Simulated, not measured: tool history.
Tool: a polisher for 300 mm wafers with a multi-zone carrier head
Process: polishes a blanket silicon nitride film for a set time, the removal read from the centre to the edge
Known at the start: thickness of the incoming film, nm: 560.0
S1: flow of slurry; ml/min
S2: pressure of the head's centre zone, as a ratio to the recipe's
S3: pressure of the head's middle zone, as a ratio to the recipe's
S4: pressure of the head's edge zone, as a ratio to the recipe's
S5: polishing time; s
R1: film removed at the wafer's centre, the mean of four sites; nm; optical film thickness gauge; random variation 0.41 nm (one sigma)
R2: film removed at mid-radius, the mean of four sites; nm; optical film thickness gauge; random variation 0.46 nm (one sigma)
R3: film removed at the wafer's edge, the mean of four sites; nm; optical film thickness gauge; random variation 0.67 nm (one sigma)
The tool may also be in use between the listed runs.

{"run": 1, "hour": 0.0, "S1": 150, "S2": 1.0, "S3": 1.0, "S4": 1.0, "S5": 70, "R1": 71.649, "R2": 71.36, "R3": 71.611}
{"run": 2, "hour": 4.7, "S1": 115, "S2": 1.0, "S3": 1.0, "S4": 1.0, "S5": 70, "R1": 67.424, "R2": 66.343, "R3": 66.644}
{"run": 3, "hour": 6.7, "S1": 110, "S2": 1.0, "S3": 1.0, "S4": 0.98, "S5": 69, "R1": 65.383, "R2": 65.419, "R3": 66.332}
{"run": 4, "hour": 7.6, "S1": 110, "S2": 1.01, "S3": 1.01, "S4": 0.97, "S5": 67, "R1": 63.189, "R2": 64.663, "R3": 62.588}
{"run": 5, "hour": 10.9, "S1": 110, "S2": 1.01, "S3": 1.01, "S4": 0.97, "S5": 79, "R1": 74.639, "R2": 75.0, "R3": 75.149}
{"run": 6, "hour": 18.0, "S1": 125, "S2": 1.01, "S3": 1.01, "S4": 0.97, "S5": 79, "R1": 78.144, "R2": 77.154, "R3": 76.359}
{"run": 7, "hour": 25.7, "S1": 125, "S2": 1.01, "S3": 1.01, "S4": 0.95, "S5": 76, "R1": 76.01, "R2": 74.342, "R3": 72.371}
{"run": 8, "hour": 32.6, "S1": 125, "S2": 1.01, "S3": 1.01, "S4": 0.95, "S5": 76, "R1": 75.341, "R2": 74.445, "R3": 73.003}
{"run": 9, "hour": 33.4, "S1": 125, "S2": 1.01, "S3": 1.01, "S4": 0.93, "S5": 74, "R1": 73.389, "R2": 72.819, "R3": 70.262}
{"run": 10, "hour": 37.1, "S1": 125, "S2": 1.01, "S3": 1.01, "S4": 0.92, "S5": 72, "R1": 70.233, "R2": 71.279, "R3": 67.988}
{"run": 11, "hour": 44.3, "S1": 120, "S2": 1.02, "S3": 1.01, "S4": 0.91, "S5": 70, "R1": 68.174, "R2": 67.794, "R3": 65.043}
{"run": 12, "hour": 50.8, "S1": 120, "S2": 1.02, "S3": 1.01, "S4": 0.9, "S5": 69, "R1": 67.8, "R2": 67.446, "R3": 63.671}
{"run": 13, "hour": 55.6, "S1": 115, "S2": 1.02, "S3": 1.01, "S4": 0.89, "S5": 68, "R1": 65.886, "R2": 65.821, "R3": 62.036}
{"run": 14, "hour": 58.1, "S1": 115, "S2": 1.02, "S3": 1.01, "S4": 0.88, "S5": 67, "R1": 65.441, "R2": 63.818, "R3": 59.748}
{"run": 15, "hour": 60.3, "S1": 110, "S2": 1.01, "S3": 1.01, "S4": 0.87, "S5": 67, "R1": 63.442, "R2": 63.024, "R3": 60.059}

Run 16 comes next. What will it give?
{"run": 16, "hour": 67.5, "S1": 110, "S2": 1.01, "S3": 1.01, "S4": 0.86, "S5": 66, "R1": "?", "R2": "?", "R3": "?"}

R1: 62.417 nm
R2: 63.595 nm
R3: 58.103 nm
